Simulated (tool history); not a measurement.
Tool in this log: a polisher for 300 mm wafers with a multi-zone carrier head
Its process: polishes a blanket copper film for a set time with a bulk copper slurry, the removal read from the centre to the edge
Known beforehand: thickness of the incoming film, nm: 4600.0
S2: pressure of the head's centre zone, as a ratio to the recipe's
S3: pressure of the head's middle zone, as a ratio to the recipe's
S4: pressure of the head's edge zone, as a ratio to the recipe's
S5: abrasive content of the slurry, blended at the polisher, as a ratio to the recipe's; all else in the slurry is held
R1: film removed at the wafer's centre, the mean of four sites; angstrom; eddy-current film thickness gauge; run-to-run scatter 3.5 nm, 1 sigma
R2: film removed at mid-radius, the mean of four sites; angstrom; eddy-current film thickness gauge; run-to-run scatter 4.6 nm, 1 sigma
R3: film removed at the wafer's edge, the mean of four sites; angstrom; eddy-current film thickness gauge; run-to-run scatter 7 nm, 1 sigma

{"run": 1, "hour": 0.0, "flow of slurry (ml/min)": 260, "S2": 1.0, "S3": 1.0, "S4": 1.0, "S5": 1.0, "polishing time (s)": 38, "R1": 3459.3, "R2": 3505.4, "R3": 3553.6}
{"run": 2, "hour": 8.1, "flow of slurry (ml/min)": 270, "S2": 1.03, "S3": 1.01, "S4": 1.05, "S5": 1.15, "polishing time (s)": 40, "R1": 3931.7, "R2": 3854.5, "R3": 3961.0}
{"run": 3, "hour": 11.6, "flow of slurry (ml/min)": 270, "S2": 1.03, "S3": 1.01, "S4": 0.99, "S5": 1.15, "polishing time (s)": 40, "R1": 3897.0, "R2": 3898.9, "R3": 3822.9}
{"run": 4, "hour": 13.4, "flow of slurry (ml/min)": 270, "S2": 1.0, "S3": 1.01, "S4": 0.99, "S5": 1.15, "polishing time (s)": 40, "R1": 3785.1, "R2": 3859.7, "R3": 3767.7}
{"run": 5, "hour": 20.4, "flow of slurry (ml/min)": 260, "S2": 1.03, "S3": 1.02, "S4": 1.05, "S5": 1.25, "polishing time (s)": 42, "R1": 4144.0, "R2": 4117.3, "R3": 4276.8}
{"run": 6, "hour": 24.5, "flow of slurry (ml/min)": 260, "S2": 1.03, "S3": 0.96, "S4": 1.05, "S5": 1.25, "polishing time (s)": 42, "R1": 4157.0, "R2": 3929.4, "R3": 4186.6}
{"run": 7, "hour": 27.5, "flow of slurry (ml/min)": 260, "S2": 1.07, "S3": 1.01, "S4": 1.09, "S5": 1.3, "polishing time (s)": 43, "R1": 4502.9, "R2": 4228.2, "R3": 4441.7}
{"run": 8, "hour": 34.5, "flow of slurry (ml/min)": 265, "S2": 1.08, "S3": 1.02, "S4": 1.12, "S5": 1.35, "polishing time (s)": 44, "R1": 4675.4, "R2": 4346.8, "R3": 4560.2}

Predict the results of run 9:
{"run": 9, "hour": 36.7, "flow of slurry (ml/min)": 250, "S2": 1.09, "S3": 1.03, "S4": 1.13, "S5": 1.4, "polishing time (s)": 45, "R1": "?", "R2": "?", "R3": "?"}

R1: 4830.4 angstrom
R2: 4583.9 angstrom
R3: 4594.3 angstrom
